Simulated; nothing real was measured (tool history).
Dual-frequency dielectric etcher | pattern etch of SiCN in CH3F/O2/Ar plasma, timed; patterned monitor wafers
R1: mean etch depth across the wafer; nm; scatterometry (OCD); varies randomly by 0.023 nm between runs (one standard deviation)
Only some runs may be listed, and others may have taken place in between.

{"run": 1, "hour": 0.0, "source power (kW)": 0.33, "bias power (kW)": 0.057, "etch time (s)": 42.0, "R1": 12.626}
{"run": 2, "hour": 8.4, "source power (kW)": 0.33, "bias power (kW)": 0.057, "etch time (s)": 42.0, "R1": 12.667}
{"run": 3, "hour": 11.6, "source power (kW)": 0.33, "bias power (kW)": 0.052, "etch time (s)": 42.0, "R1": 12.305}
{"run": 4, "hour": 13.2, "source power (kW)": 0.37, "bias power (kW)": 0.052, "etch time (s)": 42.0, "R1": 13.11}
{"run": 5, "hour": 20.9, "source power (kW)": 0.35, "bias power (kW)": 0.052, "etch time (s)": 42.0, "R1": 12.746}
{"run": 6, "hour": 23.0, "source power (kW)": 0.33, "bias power (kW)": 0.051, "etch time (s)": 42.0, "R1": 12.215}

Predict the results of run 7:
{"run": 7, "hour": 26.2, "source power (kW)": 0.31, "bias power (kW)": 0.05, "etch time (s)": 42.0, "R1": "?"}

Run 7 measured R1 11.667 nm.
